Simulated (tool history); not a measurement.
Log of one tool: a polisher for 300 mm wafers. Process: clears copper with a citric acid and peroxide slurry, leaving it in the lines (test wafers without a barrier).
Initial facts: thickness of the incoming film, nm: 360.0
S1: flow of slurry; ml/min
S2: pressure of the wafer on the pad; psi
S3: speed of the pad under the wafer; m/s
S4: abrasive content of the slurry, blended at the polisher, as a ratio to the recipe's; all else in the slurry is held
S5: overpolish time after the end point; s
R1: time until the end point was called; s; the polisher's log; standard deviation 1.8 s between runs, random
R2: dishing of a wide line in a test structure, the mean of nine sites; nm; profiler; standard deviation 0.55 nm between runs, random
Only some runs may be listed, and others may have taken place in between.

Run 1, hour 0: S1 300 ml/min, S2 3 psi, S3 1.42 m/s, S4 1, S5 22 s. Result: R1 146.16 s, R2 36.946 nm.
Run 2, hour 6.2: S1 300 ml/min, S2 2.8 psi, S3 1.42 m/s, S4 1, S5 20 s. Result: R1 154.18 s, R2 33.406 nm.
Run 3, hour 10.5: S1 300 ml/min, S2 2.8 psi, S3 1.42 m/s, S4 1, S5 12 s. Result: R1 154.95 s, R2 21.449 nm.
Run 4, hour 13.8: S1 300 ml/min, S2 2.8 psi, S3 1.26 m/s, S4 1, S5 12 s. Result: R1 168.78 s, R2 19.281 nm.
Run 5, hour 20.4: S1 225 ml/min, S2 2.8 psi, S3 1.26 m/s, S4 1, S5 12 s. Result: R1 171.49 s, R2 19.115 nm.
Run 6, hour 23.7: S1 225 ml/min, S2 2.8 psi, S3 1.26 m/s, S4 1, S5 13 s. Result: R1 173.49 s, R2 21.051 nm.
At hour 26: worn pad replaced by a new one.
Run 7, hour 26: S1 225 ml/min, S2 2.8 psi, S3 1.26 m/s, S4 1, S5 14 s. Result: R1 156.38 s, R2 24.044 nm.

Run 8 has not been measured yet. What should we expect?
Run 8, hour 27.4: S1 250 ml/min, S2 2.7 psi, S3 1.26 m/s, S4 1, S5 15 s. Result: R1 ?, R2 ?.

{"run 8": {"R1": 160.12, "R2": 26.109}}
